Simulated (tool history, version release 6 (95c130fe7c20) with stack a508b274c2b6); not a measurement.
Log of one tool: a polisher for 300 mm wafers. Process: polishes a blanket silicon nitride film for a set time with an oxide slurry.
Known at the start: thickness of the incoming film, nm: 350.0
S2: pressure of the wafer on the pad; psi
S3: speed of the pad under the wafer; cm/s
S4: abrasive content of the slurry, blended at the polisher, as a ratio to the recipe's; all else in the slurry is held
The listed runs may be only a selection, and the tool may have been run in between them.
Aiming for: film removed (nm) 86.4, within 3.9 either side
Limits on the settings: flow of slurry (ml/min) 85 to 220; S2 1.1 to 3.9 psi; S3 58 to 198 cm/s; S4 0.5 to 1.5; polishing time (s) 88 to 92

{"run": 1, "day": 0.0, "flow of slurry (ml/min)": 140, "S2": 2.5, "S3": 128, "S4": 1, "polishing time (s)": 88, "film removed (nm)": 47.724}
{"run": 2, "day": 0.338, "flow of slurry (ml/min)": 145, "S2": 3, "S3": 130, "S4": 1, "polishing time (s)": 88, "film removed (nm)": 58.833}
{"run": 3, "day": 0.442, "flow of slurry (ml/min)": 150, "S2": 3.3, "S3": 132, "S4": 1, "polishing time (s)": 88, "film removed (nm)": 64.286}
{"run": 4, "day": 0.7, "flow of slurry (ml/min)": 150, "S2": 3.3, "S3": 132, "S4": 1, "polishing time (s)": 88, "film removed (nm)": 63.769}
{"run": 5, "day": 0.779, "flow of slurry (ml/min)": 150, "S2": 3, "S3": 132, "S4": 1, "polishing time (s)": 88, "film removed (nm)": 58.871}
{"run": 6, "day": 0.838, "flow of slurry (ml/min)": 150, "S2": 2.7, "S3": 132, "S4": 1, "polishing time (s)": 88, "film removed (nm)": 54.786}
{"run": 7, "day": 1.183, "flow of slurry (ml/min)": 165, "S2": 3.1, "S3": 134, "S4": 1, "polishing time (s)": 88, "film removed (nm)": 63.023}
{"run": 8, "day": 1.312, "flow of slurry (ml/min)": 170, "S2": 3.4, "S3": 136, "S4": 1, "polishing time (s)": 88, "film removed (nm)": 69.127}
{"run": 9, "day": 1.604, "flow of slurry (ml/min)": 170, "S2": 3.6, "S3": 140, "S4": 1, "polishing time (s)": 88, "film removed (nm)": 73.618}
{"run": 10, "day": 1.892, "flow of slurry (ml/min)": 170, "S2": 3.7, "S3": 144, "S4": 1, "polishing time (s)": 88, "film removed (nm)": 76.231}
{"run": 11, "day": 2.25, "flow of slurry (ml/min)": 170, "S2": 3.8, "S3": 148, "S4": 1, "polishing time (s)": 88, "film removed (nm)": 82.243}
{"run": 12, "day": 2.346, "flow of slurry (ml/min)": 170, "S2": 3.8, "S3": 150, "S4": 1, "polishing time (s)": 88, "film removed (nm)": 81.83}

Exercise: of the 5 proposed moves below, exactly one satisfies all targets within the stated allowed misses. Which move is it?
{"run": "A", "day": 2.442, "flow of slurry (ml/min)": 155, "S2": 3.6, "S3": 154, "S4": 0.85, "polishing time (s)": 90, "film removed (nm)": "?"}
{"run": "B", "day": 2.442, "flow of slurry (ml/min)": 195, "S2": 3.9, "S3": 146, "S4": 1, "polishing time (s)": 90, "film removed (nm)": "?"}
{"run": "C", "day": 2.442, "flow of slurry (ml/min)": 205, "S2": 3.5, "S3": 128, "S4": 1.25, "polishing time (s)": 88, "film removed (nm)": "?"}
{"run": "D", "day": 2.442, "flow of slurry (ml/min)": 145, "S2": 3.7, "S3": 146, "S4": 1.05, "polishing time (s)": 88, "film removed (nm)": "?"}
{"run": "E", "day": 2.442, "flow of slurry (ml/min)": 150, "S2": 3.7, "S3": 140, "S4": 0.95, "polishing time (s)": 91, "film removed (nm)": "?"}

move=A film_removed_(nm)=74.365
move=B film_removed_(nm)=87.129
move=C film_removed_(nm)=78.511
move=D film_removed_(nm)=80.562
move=E film_removed_(nm)=76.365
A: moves away from the targets compared with the last run
B: all results in spec
C: moves away from the targets compared with the last run
D: moves away from the targets compared with the last run
E: moves away from the targets compared with the last run
B is the move that brings every result within its allowed miss.
